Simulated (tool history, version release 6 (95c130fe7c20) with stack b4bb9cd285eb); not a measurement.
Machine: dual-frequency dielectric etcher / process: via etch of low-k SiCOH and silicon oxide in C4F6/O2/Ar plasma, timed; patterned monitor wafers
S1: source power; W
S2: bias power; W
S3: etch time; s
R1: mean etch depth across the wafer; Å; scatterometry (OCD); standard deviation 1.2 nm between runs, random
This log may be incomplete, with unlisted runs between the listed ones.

run	hour	S1	S2	S3	R1
1	0	350	174	70	1838.4
2	6.7	350	174	70	1835.3
3	11.5	350	190	70	1889.9
4	15.6	370	193	70	1930.6
5	22.3	350	193	70	1888.3
6	31.2	410	193	70	2004.7
7	35.4	420	195	70	2025.4

Estimate the outcome of run 8 from the log above:
8	40.9	430	197	70	?

R1: 2052.4 Å

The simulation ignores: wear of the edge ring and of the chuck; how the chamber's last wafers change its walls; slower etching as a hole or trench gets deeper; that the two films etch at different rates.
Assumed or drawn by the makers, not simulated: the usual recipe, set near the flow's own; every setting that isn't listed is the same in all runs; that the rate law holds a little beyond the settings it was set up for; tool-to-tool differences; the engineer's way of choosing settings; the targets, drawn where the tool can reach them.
